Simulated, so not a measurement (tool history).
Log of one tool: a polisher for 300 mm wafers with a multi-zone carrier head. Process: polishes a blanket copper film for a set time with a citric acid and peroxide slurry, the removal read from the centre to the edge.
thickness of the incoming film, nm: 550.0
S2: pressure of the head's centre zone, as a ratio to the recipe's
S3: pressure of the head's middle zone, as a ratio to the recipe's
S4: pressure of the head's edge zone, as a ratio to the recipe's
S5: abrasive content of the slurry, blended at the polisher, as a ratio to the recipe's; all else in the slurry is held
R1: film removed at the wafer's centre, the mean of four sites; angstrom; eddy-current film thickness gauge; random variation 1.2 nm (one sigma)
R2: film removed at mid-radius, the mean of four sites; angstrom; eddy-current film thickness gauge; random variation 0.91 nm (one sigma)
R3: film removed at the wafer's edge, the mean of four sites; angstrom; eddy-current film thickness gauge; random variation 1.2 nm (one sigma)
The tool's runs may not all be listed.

{"run": 1, "day": 0.0, "flow of slurry (ml/min)": 270, "S2": 1.0, "S3": 1.0, "S4": 1.0, "S5": 1.0, "polishing time (s)": 53, "R1": 1309.3, "R2": 1289.2, "R3": 1373.3}
{"run": 2, "day": 0.317, "flow of slurry (ml/min)": 270, "S2": 1.0, "S3": 1.0, "S4": 1.0, "S5": 0.85, "polishing time (s)": 53, "R1": 1305.1, "R2": 1249.2, "R3": 1309.1}
{"run": 3, "day": 0.612, "flow of slurry (ml/min)": 265, "S2": 0.97, "S3": 1.0, "S4": 0.97, "S5": 0.8, "polishing time (s)": 53, "R1": 1195.2, "R2": 1215.8, "R3": 1264.1}
{"run": 4, "day": 0.829, "flow of slurry (ml/min)": 265, "S2": 0.97, "S3": 1.0, "S4": 1.03, "S5": 0.8, "polishing time (s)": 53, "R1": 1238.1, "R2": 1230.2, "R3": 1293.1}
{"run": 5, "day": 0.95, "flow of slurry (ml/min)": 265, "S2": 0.91, "S3": 1.0, "S4": 1.03, "S5": 0.8, "polishing time (s)": 53, "R1": 1159.5, "R2": 1227.1, "R3": 1277.2}
{"run": 6, "day": 1.192, "flow of slurry (ml/min)": 265, "S2": 0.92, "S3": 1.0, "S4": 1.0, "S5": 0.75, "polishing time (s)": 53, "R1": 1163.2, "R2": 1223.7, "R3": 1292.6}
{"run": 7, "day": 1.554, "flow of slurry (ml/min)": 260, "S2": 0.93, "S3": 1.02, "S4": 1.0, "S5": 0.7, "polishing time (s)": 52, "R1": 1123.7, "R2": 1211.6, "R3": 1235.0}

Run 8 comes next. What will it give?
{"day": 1.817, "done": "slurry nozzle cleaned"}
{"run": 8, "day": 1.817, "flow of slurry (ml/min)": 260, "S2": 0.94, "S3": 1.02, "S4": 0.98, "S5": 0.65, "polishing time (s)": 51, "R1": "?", "R2": "?", "R3": "?"}

R1: 1129.5 angstrom
R2: 1220.1 angstrom
R3: 1236.6 angstrom
